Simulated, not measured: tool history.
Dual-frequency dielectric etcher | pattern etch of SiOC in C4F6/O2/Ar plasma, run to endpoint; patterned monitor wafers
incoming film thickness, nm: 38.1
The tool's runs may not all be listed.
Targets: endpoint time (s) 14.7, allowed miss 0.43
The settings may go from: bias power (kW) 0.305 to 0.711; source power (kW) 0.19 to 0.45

{"run": 1, "day": 0.0, "bias power (kW)": 0.508, "source power (kW)": 0.32, "endpoint time (s)": 12.47}
{"run": 2, "day": 0.192, "bias power (kW)": 0.508, "source power (kW)": 0.28, "endpoint time (s)": 13.188}
{"run": 3, "day": 0.458, "bias power (kW)": 0.508, "source power (kW)": 0.32, "endpoint time (s)": 12.466}
{"run": 4, "day": 0.554, "bias power (kW)": 0.419, "source power (kW)": 0.32, "endpoint time (s)": 13.321}
{"run": 5, "day": 0.7, "bias power (kW)": 0.419, "source power (kW)": 0.37, "endpoint time (s)": 12.568}
{"run": 6, "day": 0.854, "bias power (kW)": 0.394, "source power (kW)": 0.36, "endpoint time (s)": 13.053}
{"run": 7, "day": 1.075, "bias power (kW)": 0.374, "source power (kW)": 0.35, "endpoint time (s)": 13.213}
{"run": 8, "day": 1.117, "bias power (kW)": 0.358, "source power (kW)": 0.34, "endpoint time (s)": 13.619}
{"run": 9, "day": 1.175, "bias power (kW)": 0.346, "source power (kW)": 0.33, "endpoint time (s)": 13.854}
{"run": 10, "day": 1.538, "bias power (kW)": 0.336, "source power (kW)": 0.32, "endpoint time (s)": 13.957}
{"run": 11, "day": 1.867, "bias power (kW)": 0.329, "source power (kW)": 0.31, "endpoint time (s)": 14.215}

Which of these 5 next moves meets every target?
{"run": "A", "day": 2.196, "bias power (kW)": 0.412, "source power (kW)": 0.29, "endpoint time (s)": "?"}
{"run": "B", "day": 2.196, "bias power (kW)": 0.347, "source power (kW)": 0.34, "endpoint time (s)": "?"}
{"run": "C", "day": 2.196, "bias power (kW)": 0.309, "source power (kW)": 0.29, "endpoint time (s)": "?"}
{"run": "D", "day": 2.196, "bias power (kW)": 0.379, "source power (kW)": 0.37, "endpoint time (s)": "?"}
{"run": "E", "day": 2.196, "bias power (kW)": 0.408, "source power (kW)": 0.28, "endpoint time (s)": "?"}

move=A endpoint_time_(s)=13.845
move=B endpoint_time_(s)=13.722
move=C endpoint_time_(s)=14.923
move=D endpoint_time_(s)=13.024
move=E endpoint_time_(s)=14.048
A: further off than the last run
B: further off than the last run
C: meets every target
D: further off than the last run
E: further off than the last run
Move C is the one to make.

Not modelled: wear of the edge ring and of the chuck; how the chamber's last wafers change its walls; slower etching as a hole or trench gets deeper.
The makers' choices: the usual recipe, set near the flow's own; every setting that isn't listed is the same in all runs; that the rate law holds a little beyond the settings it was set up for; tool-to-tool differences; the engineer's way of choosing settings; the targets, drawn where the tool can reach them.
